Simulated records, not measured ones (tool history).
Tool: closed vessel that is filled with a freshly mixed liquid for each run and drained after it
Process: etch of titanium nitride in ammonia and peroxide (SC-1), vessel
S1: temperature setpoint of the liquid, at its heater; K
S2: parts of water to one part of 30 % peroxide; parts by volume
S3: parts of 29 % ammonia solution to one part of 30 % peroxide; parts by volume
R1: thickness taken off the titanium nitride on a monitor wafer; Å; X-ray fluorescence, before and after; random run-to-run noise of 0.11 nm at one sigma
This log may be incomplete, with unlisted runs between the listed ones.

run 1 hour=0 | S1=323.15 S2=23 S3=0.8 time_in_the_liquid_(s)=260 | R1=68.669
run 2 hour=1.2 | S1=325.65 S2=23 S3=0.8 time_in_the_liquid_(s)=260 | R1=81.055
run 3 hour=5.4 | S1=320.15 S2=23 S3=0.8 time_in_the_liquid_(s)=260 | R1=55.229
run 4 hour=8.6 | S1=320.15 S2=23 S3=0.6 time_in_the_liquid_(s)=260 | R1=52.334
run 5 hour=15.3 | S1=325.65 S2=23 S3=0.6 time_in_the_liquid_(s)=260 | R1=77.78
run 6 hour=22.7 | S1=325.65 S2=23 S3=0.45 time_in_the_liquid_(s)=260 | R1=73.235

Predict the results of run 7:
run 7 hour=26.9 | S1=328.15 S2=23 S3=0.45 time_in_the_liquid_(s)=260 | R1=?

R1: 86.524 Å
